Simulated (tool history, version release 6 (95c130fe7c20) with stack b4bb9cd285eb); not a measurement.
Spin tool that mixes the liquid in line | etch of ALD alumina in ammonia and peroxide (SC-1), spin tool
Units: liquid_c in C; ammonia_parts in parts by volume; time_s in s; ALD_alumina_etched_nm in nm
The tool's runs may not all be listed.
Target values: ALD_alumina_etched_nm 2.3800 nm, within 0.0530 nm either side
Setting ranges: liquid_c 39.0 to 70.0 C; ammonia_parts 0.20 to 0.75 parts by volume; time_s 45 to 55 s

run,hour,liquid_c,ammonia_parts,time_s,ALD_alumina_etched_nm
1,0.0,55.0,0.45,55,3.0438
2,2.4,55.0,0.45,55,3.0289
3,9.4,55.0,0.45,55,3.0676
4,13.1,59.5,0.45,55,3.8625
5,13.7,59.5,0.35,55,3.7967
6,20.7,59.5,0.40,55,3.8474
7,22.9,58.5,0.40,55,3.6396
8,28.4,57.5,0.40,55,3.4714
9,35.4,56.5,0.40,55,3.2743
10,43.4,56.0,0.40,55,3.1807
11,52.2,55.5,0.40,55,3.0875
12,56.4,55.0,0.40,55,3.0211
13,61.6,54.5,0.40,55,2.9455
# hour 68.6: thermometer replaced
14,68.6,54.0,0.40,55,3.0965

Which one of the following 5 next-run settings gets every result inside its allowed miss? There is exactly one.
A,75.6,51.5,0.40,55,?
B,75.6,56.0,0.55,55,?
C,75.6,53.0,0.40,45,?
D,75.6,57.0,0.40,45,?
E,75.6,56.0,0.40,45,?

move,ALD_alumina_etched_nm
A,2.6799
B,3.5156
C,2.3782
D,2.9416
E,2.7909
A: nearer the targets than the last run, but a result is still out of spec
B: lands further from the targets than the last run did
C: meets every target
D: nearer the targets than the last run, but a result is still out of spec
E: nearer the targets than the last run, but a result is still out of spec
The right move is C.
